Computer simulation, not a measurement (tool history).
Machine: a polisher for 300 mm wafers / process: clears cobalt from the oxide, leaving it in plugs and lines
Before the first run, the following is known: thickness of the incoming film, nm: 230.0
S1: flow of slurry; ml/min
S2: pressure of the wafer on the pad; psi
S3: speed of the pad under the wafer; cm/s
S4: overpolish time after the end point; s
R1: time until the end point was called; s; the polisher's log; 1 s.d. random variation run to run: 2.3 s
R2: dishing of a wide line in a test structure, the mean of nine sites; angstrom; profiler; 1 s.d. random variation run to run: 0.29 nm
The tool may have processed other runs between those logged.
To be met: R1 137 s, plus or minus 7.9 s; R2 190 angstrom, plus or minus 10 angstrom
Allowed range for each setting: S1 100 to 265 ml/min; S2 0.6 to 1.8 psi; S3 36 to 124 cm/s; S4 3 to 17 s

Run 1, hour 0: S1 170 ml/min, S2 1.2 psi, S3 80 cm/s, S4 9 s. Result: R1 92.91 s, R2 161.33 angstrom.
Run 2, hour 2.9: S1 185 ml/min, S2 1.2 psi, S3 80 cm/s, S4 9 s. Result: R1 89.894 s, R2 168.69 angstrom.
Run 3, hour 5.1: S1 185 ml/min, S2 1.4 psi, S3 80 cm/s, S4 9 s. Result: R1 81.347 s, R2 185.17 angstrom.
Run 4, hour 11: S1 180 ml/min, S2 1.2 psi, S3 78 cm/s, S4 10 s. Result: R1 93.823 s, R2 180.28 angstrom.
Run 5, hour 11.5: S1 175 ml/min, S2 1.1 psi, S3 76 cm/s, S4 11 s. Result: R1 103.71 s, R2 179.94 angstrom.
Run 6, hour 14.8: S1 175 ml/min, S2 1.1 psi, S3 86 cm/s, S4 11 s. Result: R1 87.032 s, R2 193.38 angstrom.
Run 7, hour 23: S1 170 ml/min, S2 1 psi, S3 84 cm/s, S4 12 s. Result: R1 100.95 s, R2 190.77 angstrom.
Run 8, hour 25.7: S1 170 ml/min, S2 1 psi, S3 84 cm/s, S4 12 s. Result: R1 93.819 s, R2 200.09 angstrom.
Run 9, hour 33.3: S1 170 ml/min, S2 0.9 psi, S3 82 cm/s, S4 13 s. Result: R1 105.64 s, R2 197.59 angstrom.
Run 10, hour 41.4: S1 165 ml/min, S2 0.8 psi, S3 80 cm/s, S4 13 s. Result: R1 118.53 s, R2 184.1 angstrom.
Run 11, hour 45.1: S1 160 ml/min, S2 0.7 psi, S3 78 cm/s, S4 14 s. Result: R1 129.79 s, R2 181.23 angstrom.
Run 12, hour 46.2: S1 160 ml/min, S2 0.7 psi, S3 78 cm/s, S4 14 s. Result: R1 130.11 s, R2 176.37 angstrom.

Which single option among these 5 for the next run brings every result within its allowed miss of target? Just one does.
Run A, hour 47.3: S1 190 ml/min, S2 0.7 psi, S3 78 cm/s, S4 12 s. Result: R1 ?, R2 ?.
Run B, hour 47.3: S1 100 ml/min, S2 0.9 psi, S3 88 cm/s, S4 11 s. Result: R1 ?, R2 ?.
Run C, hour 47.3: S1 105 ml/min, S2 1.1 psi, S3 64 cm/s, S4 16 s. Result: R1 ?, R2 ?.
Run D, hour 47.3: S1 150 ml/min, S2 0.6 psi, S3 82 cm/s, S4 14 s. Result: R1 ?, R2 ?.
Run E, hour 47.3: S1 120 ml/min, S2 0.9 psi, S3 66 cm/s, S4 12 s. Result: R1 ?, R2 ?.

move      R1      R2
   A  125.73  161.41
   B  112.07  164.57
   C  132.79  192.34
   D  135.01  172.16
   E  140.57   147.8
A: further off than the last run
B: further off than the last run
C: all results land within tolerance of their targets
D: further off than the last run
E: further off than the last run
Correct choice: C, which meets every target

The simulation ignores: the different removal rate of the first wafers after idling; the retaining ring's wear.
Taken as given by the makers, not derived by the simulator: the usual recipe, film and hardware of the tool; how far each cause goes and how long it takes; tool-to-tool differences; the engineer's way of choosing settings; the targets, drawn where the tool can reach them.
